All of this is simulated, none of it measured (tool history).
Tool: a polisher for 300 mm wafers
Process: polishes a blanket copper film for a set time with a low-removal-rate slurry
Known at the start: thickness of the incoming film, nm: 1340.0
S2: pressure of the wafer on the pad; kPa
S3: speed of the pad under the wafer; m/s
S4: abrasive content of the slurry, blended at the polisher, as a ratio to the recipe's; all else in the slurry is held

Run 1, hour 0: flow of slurry (ml/min) 285, S2 22.1 kPa, S3 1.34 m/s, S4 1, polishing time (s) 99. Result: film removed (nm) 395.26.
Run 2, hour 6.8: flow of slurry (ml/min) 285, S2 26.9 kPa, S3 1.34 m/s, S4 1, polishing time (s) 99. Result: film removed (nm) 451.95.
Run 3, hour 9.5: flow of slurry (ml/min) 285, S2 26.9 kPa, S3 1.34 m/s, S4 1.15, polishing time (s) 99. Result: film removed (nm) 462.17.
Run 4, hour 18.3: flow of slurry (ml/min) 285, S2 24.1 kPa, S3 1.26 m/s, S4 1.15, polishing time (s) 99. Result: film removed (nm) 403.75.
Run 5, hour 21.8: flow of slurry (ml/min) 285, S2 22.1 kPa, S3 1.18 m/s, S4 1.15, polishing time (s) 99. Result: film removed (nm) 358.77.
Run 6, hour 29.7: flow of slurry (ml/min) 285, S2 22.1 kPa, S3 1.18 m/s, S4 0.95, polishing time (s) 99. Result: film removed (nm) 343.42.
Run 7, hour 32.9: flow of slurry (ml/min) 285, S2 20 kPa, S3 1.12 m/s, S4 0.95, polishing time (s) 99. Result: film removed (nm) 309.03.

The next listed run, before its measurement:
Run 8, hour 38.9: flow of slurry (ml/min) 275, S2 13.8 kPa, S3 0.88 m/s, S4 0.95, polishing time (s) 99. Result: film removed (nm) ?.

film removed (nm): 195.83
